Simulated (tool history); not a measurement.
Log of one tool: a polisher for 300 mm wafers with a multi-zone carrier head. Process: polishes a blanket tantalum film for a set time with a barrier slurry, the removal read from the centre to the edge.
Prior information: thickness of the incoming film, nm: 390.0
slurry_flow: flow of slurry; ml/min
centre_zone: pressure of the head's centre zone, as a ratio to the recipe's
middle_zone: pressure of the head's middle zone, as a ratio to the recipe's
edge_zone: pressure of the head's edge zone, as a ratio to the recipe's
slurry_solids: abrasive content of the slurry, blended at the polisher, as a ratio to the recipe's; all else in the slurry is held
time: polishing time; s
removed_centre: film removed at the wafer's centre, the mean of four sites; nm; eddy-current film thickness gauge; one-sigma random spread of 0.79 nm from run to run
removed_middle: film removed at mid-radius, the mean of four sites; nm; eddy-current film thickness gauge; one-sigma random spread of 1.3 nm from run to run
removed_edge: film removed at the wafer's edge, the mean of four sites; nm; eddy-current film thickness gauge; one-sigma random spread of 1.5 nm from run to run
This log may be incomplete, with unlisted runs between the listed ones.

run	hour	slurry_flow	centre_zone	middle_zone	edge_zone	slurry_solids	time	removed_centre	removed_middle	removed_edge
1	0	270	1	1	1	1	65	79.901	79.418	79.08
2	1.8	270	1.01	1	1.03	1.1	65	84.972	80.567	82.526
3	8.9	270	1.01	1.08	1.03	1.1	65	84.322	89.193	79.762
4	15.4	270	1.01	1.16	1.03	1.1	65	83.913	92.071	82.297
5	22.2	265	1	1.11	1.06	1.15	66	85.198	90.621	84.086
6	25.1	330	1	1.11	1.06	1.15	66	87.541	92.402	86.778
7	30.2	340	1	1.09	1.08	1.2	67	91.954	95.925	89.698
8	32.4	340	1	1.09	1.08	1.2	67	90.311	94.666	89.858
9	35.6	345	1	1.07	1.1	1.25	67	91.397	94.792	90.648

Run 10 comes next. What will it give?
10	42.7	350	1	1.04	1.12	1.3	68	?	?	?

{"run 10": {"removed_centre": 94.477, "removed_middle": 96.879, "removed_edge": 94.873}}
